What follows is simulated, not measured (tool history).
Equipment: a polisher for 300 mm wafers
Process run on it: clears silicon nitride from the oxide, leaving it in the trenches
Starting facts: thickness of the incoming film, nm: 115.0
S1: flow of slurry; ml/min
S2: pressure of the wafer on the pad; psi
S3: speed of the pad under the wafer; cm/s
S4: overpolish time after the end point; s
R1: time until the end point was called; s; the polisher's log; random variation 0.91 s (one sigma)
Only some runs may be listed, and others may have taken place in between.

run 1 hour=0 | S1=210 S2=2.3 S3=102 S4=23 | R1=168.1
run 2 hour=4.6 | S1=210 S2=2.3 S3=80 S4=23 | R1=209.84
run 3 hour=8.1 | S1=255 S2=2.3 S3=80 S4=23 | R1=203.24
run 4 hour=16.6 | S1=255 S2=2.3 S3=80 S4=25 | R1=206.13
run 5 hour=19.5 | S1=255 S2=2.3 S3=106 S4=25 | R1=157.8
run 6 hour=22.7 | S1=225 S2=2.3 S3=106 S4=25 | R1=160.93
run 7 hour=28.4 | S1=225 S2=2.7 S3=106 S4=25 | R1=137.3
run 8 hour=35.6 | S1=230 S2=3 S3=106 S4=25 | R1=123.91

Run 9, settings as shown, results not yet in. Your forecast:
run 9 hour=38.8 | S1=230 S2=3.2 S3=108 S4=25 | R1=?

Logged for run 9: R1 112.57 s.
